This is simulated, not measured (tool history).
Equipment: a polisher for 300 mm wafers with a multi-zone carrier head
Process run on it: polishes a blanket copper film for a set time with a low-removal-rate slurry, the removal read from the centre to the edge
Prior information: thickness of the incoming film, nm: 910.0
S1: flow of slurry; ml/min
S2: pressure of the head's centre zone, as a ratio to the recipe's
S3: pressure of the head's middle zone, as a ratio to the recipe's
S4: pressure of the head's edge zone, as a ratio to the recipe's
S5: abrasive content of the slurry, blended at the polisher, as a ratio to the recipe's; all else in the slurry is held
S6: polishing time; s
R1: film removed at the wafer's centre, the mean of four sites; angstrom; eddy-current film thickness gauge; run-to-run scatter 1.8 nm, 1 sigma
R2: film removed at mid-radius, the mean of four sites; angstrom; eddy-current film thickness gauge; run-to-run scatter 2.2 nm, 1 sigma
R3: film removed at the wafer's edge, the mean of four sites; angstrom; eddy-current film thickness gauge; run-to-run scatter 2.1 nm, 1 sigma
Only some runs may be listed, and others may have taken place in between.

run,hour,S1,S2,S3,S4,S5,S6,R1,R2,R3
1,0.0,185,1.00,1.00,1.00,1.0,81,2389.3,2284.4,2270.4
2,5.3,185,1.00,0.96,1.00,1.0,81,2340.2,2209.3,2308.7
3,10.0,185,0.94,0.96,1.00,1.0,81,2248.7,2159.4,2303.5
4,11.8,185,0.94,0.96,1.08,1.0,81,2201.8,2205.2,2434.1
5,19.9,185,0.94,0.96,1.08,1.1,81,2297.6,2235.5,2511.2
6,24.7,185,0.94,0.96,1.08,1.1,62,1759.5,1716.9,1921.3
7,27.7,190,0.95,0.95,1.08,1.1,62,1797.7,1768.4,1918.7
8,29.9,190,0.95,0.95,1.08,1.1,62,1799.2,1696.8,1898.2

Predict the results of run 9:
9,33.4,190,0.95,0.94,1.09,1.1,62,?,?,?

Run 9 yielded R1 1796.6 angstrom, R2 1695.5 angstrom, R3 1933.9 angstrom.
